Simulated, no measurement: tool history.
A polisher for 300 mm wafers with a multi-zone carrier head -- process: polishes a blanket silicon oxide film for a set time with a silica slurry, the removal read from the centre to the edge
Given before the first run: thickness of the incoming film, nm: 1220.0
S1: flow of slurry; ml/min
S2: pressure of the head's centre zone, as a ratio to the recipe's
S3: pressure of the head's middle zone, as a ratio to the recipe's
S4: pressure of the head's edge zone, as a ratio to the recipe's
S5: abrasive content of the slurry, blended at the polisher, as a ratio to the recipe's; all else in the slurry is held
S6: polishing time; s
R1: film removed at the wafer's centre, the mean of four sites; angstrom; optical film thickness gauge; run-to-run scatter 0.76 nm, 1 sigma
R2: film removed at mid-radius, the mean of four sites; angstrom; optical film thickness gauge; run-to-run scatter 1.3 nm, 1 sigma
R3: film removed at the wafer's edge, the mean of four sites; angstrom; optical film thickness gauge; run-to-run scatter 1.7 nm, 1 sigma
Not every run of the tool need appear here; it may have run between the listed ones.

| run | hour | S1 | S2 | S3 | S4 | S5 | S6 | R1 | R2 | R3 |
|---|---|---|---|---|---|---|---|---|---|---|
| 1 | 0.0 | 190 | 1.00 | 1.00 | 1.00 | 1.00 | 65 | 976.94 | 1000.90 | 989.05 |
| 2 | 1.3 | 190 | 1.00 | 1.00 | 1.00 | 0.80 | 65 | 820.95 | 822.15 | 825.32 |
| 3 | 5.6 | 190 | 1.01 | 0.98 | 1.05 | 0.90 | 65 | 915.72 | 892.29 | 934.32 |
| 4 | 9.5 | 190 | 1.01 | 0.97 | 1.08 | 1.00 | 65 | 978.08 | 961.96 | 997.22 |
| 5 | 17.0 | 190 | 1.01 | 0.90 | 1.08 | 1.00 | 65 | 987.33 | 899.41 | 1006.50 |
| 6 | 18.1 | 210 | 1.01 | 0.90 | 1.08 | 1.00 | 65 | 1006.30 | 920.58 | 1037.50 |
| 7 | 25.2 | 230 | 1.01 | 0.90 | 1.11 | 1.05 | 65 | 1053.00 | 957.13 | 1089.00 |
| 8 | 27.4 | 220 | 1.00 | 0.92 | 1.19 | 1.30 | 66 | 1186.80 | 1112.70 | 1315.70 |
| 9 | 30.8 | 230 | 1.00 | 0.92 | 1.19 | 1.30 | 66 | 1194.20 | 1103.60 | 1274.70 |
| 10 | 38.6 | 230 | 1.00 | 0.92 | 1.19 | 1.35 | 66 | 1200.40 | 1124.30 | 1317.30 |
| 11 | 46.6 | 235 | 1.00 | 0.92 | 1.19 | 1.35 | 66 | 1211.90 | 1148.80 | 1311.30 |
| 12 | 54.5 | 235 | 1.00 | 0.91 | 1.19 | 1.35 | 66 | 1223.10 | 1101.20 | 1309.00 |
| 13 | 57.9 | 235 | 1.00 | 0.92 | 1.19 | 1.35 | 66 | 1224.00 | 1120.90 | 1271.50 |
| 14 | 65.4 | 235 | 1.00 | 0.92 | 1.19 | 1.35 | 66 | 1203.00 | 1140.30 | 1277.70 |
| 15 | 66.9 | 230 | 1.00 | 0.92 | 1.19 | 1.35 | 66 | 1203.30 | 1140.70 | 1295.40 |

Predict the results of run 16:
| 16 | 72.5 | 230 | 1.00 | 0.92 | 1.19 | 1.35 | 66 | ? | ? | ? |

R1: 1199.80 angstrom
R2: 1132.70 angstrom
R3: 1274.70 angstrom

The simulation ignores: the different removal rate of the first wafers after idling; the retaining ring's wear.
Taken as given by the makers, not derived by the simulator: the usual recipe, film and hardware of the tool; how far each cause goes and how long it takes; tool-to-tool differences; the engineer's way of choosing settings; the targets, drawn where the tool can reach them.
